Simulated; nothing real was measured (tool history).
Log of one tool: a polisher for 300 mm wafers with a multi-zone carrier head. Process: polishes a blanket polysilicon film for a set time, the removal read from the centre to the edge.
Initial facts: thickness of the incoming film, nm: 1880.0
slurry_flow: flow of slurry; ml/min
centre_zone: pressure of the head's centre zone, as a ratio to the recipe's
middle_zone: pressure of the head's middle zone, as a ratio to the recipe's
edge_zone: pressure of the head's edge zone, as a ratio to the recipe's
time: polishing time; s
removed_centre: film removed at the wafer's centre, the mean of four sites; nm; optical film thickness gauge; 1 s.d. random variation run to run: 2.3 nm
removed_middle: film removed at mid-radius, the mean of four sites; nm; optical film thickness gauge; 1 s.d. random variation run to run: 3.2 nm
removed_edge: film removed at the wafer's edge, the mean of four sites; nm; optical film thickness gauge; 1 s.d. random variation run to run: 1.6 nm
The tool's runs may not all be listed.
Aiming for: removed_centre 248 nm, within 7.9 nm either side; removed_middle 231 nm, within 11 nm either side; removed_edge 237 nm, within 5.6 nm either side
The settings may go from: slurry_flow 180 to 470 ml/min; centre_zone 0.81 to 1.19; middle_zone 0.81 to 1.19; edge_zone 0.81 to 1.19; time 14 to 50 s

Run 1, day 0: slurry_flow 300 ml/min, centre_zone 1, middle_zone 1, edge_zone 1, time 32 s. Result: removed_centre 317.82 nm, removed_middle 309.99 nm, removed_edge 316.31 nm.
Run 2, day 0.079: slurry_flow 300 ml/min, centre_zone 0.96, middle_zone 1, edge_zone 1, time 32 s. Result: removed_centre 302.58 nm, removed_middle 315.58 nm, removed_edge 314.75 nm.
Run 3, day 0.192: slurry_flow 300 ml/min, centre_zone 0.96, middle_zone 0.92, edge_zone 1, time 32 s. Result: removed_centre 306.21 nm, removed_middle 301.08 nm, removed_edge 320.39 nm.
Run 4, day 0.517: slurry_flow 295 ml/min, centre_zone 0.97, middle_zone 0.91, edge_zone 0.96, time 30 s. Result: removed_centre 291.82 nm, removed_middle 271.23 nm, removed_edge 286.62 nm.
Run 5, day 0.575: slurry_flow 295 ml/min, centre_zone 0.97, middle_zone 0.91, edge_zone 1.02, time 30 s. Result: removed_centre 286.55 nm, removed_middle 272.08 nm, removed_edge 298.45 nm.
Run 6, day 0.708: slurry_flow 280 ml/min, centre_zone 0.95, middle_zone 0.89, edge_zone 0.97, time 29 s. Result: removed_centre 273.98 nm, removed_middle 260.38 nm, removed_edge 279.82 nm.
Run 7, day 1.071: slurry_flow 270 ml/min, centre_zone 0.94, middle_zone 0.88, edge_zone 0.93, time 28 s. Result: removed_centre 265.19 nm, removed_middle 245.86 nm, removed_edge 266.85 nm.
Run 8, day 1.183: slurry_flow 270 ml/min, centre_zone 0.93, middle_zone 0.89, edge_zone 0.9, time 27 s. Result: removed_centre 251.59 nm, removed_middle 240.52 nm, removed_edge 250.34 nm.

Which single option among these 4 for the next run brings every result within its allowed miss of target? Just one does.
Run A, day 1.296: slurry_flow 235 ml/min, centre_zone 0.93, middle_zone 1, edge_zone 0.83, time 27 s. Result: removed_centre ?, removed_middle ?, removed_edge ?.
Run B, day 1.296: slurry_flow 280 ml/min, centre_zone 0.91, middle_zone 0.84, edge_zone 0.91, time 25 s. Result: removed_centre ?, removed_middle ?, removed_edge ?.
Run C, day 1.296: slurry_flow 385 ml/min, centre_zone 0.92, middle_zone 0.86, edge_zone 0.81, time 26 s. Result: removed_centre ?, removed_middle ?, removed_edge ?.
Run D, day 1.296: slurry_flow 255 ml/min, centre_zone 1.08, middle_zone 0.89, edge_zone 0.85, time 26 s. Result: removed_centre ?, removed_middle ?, removed_edge ?.

move  removed_centre  removed_middle  removed_edge
   A          248.67          266.42        241.97
   B          229.61          215.94        236.19
   C          246.09          233.66         236.7
   D          267.77          233.92        236.84
A: the worst result of the last run now meets its target, but another is out of spec
B: the worst result of the last run now meets its target, but another is out of spec
C: each result inside its tolerance
D: the worst result of the last run now meets its target, but another is out of spec
So the answer is move C, the one that meets all the targets.
